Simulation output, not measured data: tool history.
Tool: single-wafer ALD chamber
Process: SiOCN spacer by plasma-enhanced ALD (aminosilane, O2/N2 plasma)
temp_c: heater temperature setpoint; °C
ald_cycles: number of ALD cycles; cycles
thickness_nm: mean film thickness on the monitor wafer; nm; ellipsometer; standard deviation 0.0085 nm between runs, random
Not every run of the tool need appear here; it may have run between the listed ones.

| run | hour | temp_c | ald_cycles | thickness_nm |
|---|---|---|---|---|
| 1 | 0.0 | 415 | 58 | 3.2006 |
| 2 | 2.7 | 422 | 58 | 3.1293 |
| 3 | 7.9 | 414 | 58 | 3.2175 |
| 4 | 14.6 | 410 | 59 | 3.3107 |
| 5 | 22.0 | 415 | 59 | 3.2545 |
| 6 | 27.5 | 412 | 60 | 3.3546 |
| 7 | 32.8 | 410 | 60 | 3.3508 |

Predict the results of run 8:
| 8 | 39.6 | 405 | 62 | ? |

{"run 8": {"thickness_nm": 3.5411}}

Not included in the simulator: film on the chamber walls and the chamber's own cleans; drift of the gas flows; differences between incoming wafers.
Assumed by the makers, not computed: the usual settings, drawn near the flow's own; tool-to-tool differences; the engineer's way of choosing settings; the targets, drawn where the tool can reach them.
